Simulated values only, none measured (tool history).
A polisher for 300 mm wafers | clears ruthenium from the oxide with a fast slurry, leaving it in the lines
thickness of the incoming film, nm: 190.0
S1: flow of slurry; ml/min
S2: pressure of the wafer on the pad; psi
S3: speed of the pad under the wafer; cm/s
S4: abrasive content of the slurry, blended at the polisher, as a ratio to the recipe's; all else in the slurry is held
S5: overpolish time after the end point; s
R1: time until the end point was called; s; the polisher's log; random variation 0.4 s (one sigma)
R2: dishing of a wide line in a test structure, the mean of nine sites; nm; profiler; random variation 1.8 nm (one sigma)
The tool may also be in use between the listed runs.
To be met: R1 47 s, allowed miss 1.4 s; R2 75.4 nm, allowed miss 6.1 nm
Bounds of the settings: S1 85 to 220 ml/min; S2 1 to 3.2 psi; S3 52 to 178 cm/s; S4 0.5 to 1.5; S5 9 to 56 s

run	hour	S1	S2	S3	S4	S5	R1	R2
1	0	140	2.1	114	1	29	53.756	78.303
2	5.2	140	2.1	126	1	29	48.875	84.421
3	11.8	140	2.1	106	1	29	56.301	73.955
4	15.5	140	2.1	106	0.9	29	59.842	71.797
5	20.2	150	2.2	106	0.9	27	57.872	67.956
6	26.6	150	2.3	106	0.9	27	55.93	68.815
7	29.6	150	2.4	106	0.9	27	52.655	73.935
8	32	150	2.5	106	0.9	26	50.932	74.121
9	39.6	150	2.5	106	0.9	26	51.091	73.479

4 next moves are on the table. One of them brings every result within its allowed miss. Which?
A	47.2	145	2.3	94	1.1	31	?	?
B	47.2	125	2.3	122	1.2	31	?	?
C	47.2	190	2.3	162	0.6	32	?	?
D	47.2	170	2.7	90	1.25	25	?	?

move	R1	R2
A	56.806	76.408
B	43.84	93.285
C	44.437	94.552
D	47.323	74.451
A: further off than the last run
B: takes the result that was furthest off past its target
C: takes the result that was furthest off past its target
D: meets every target
The right move is D.
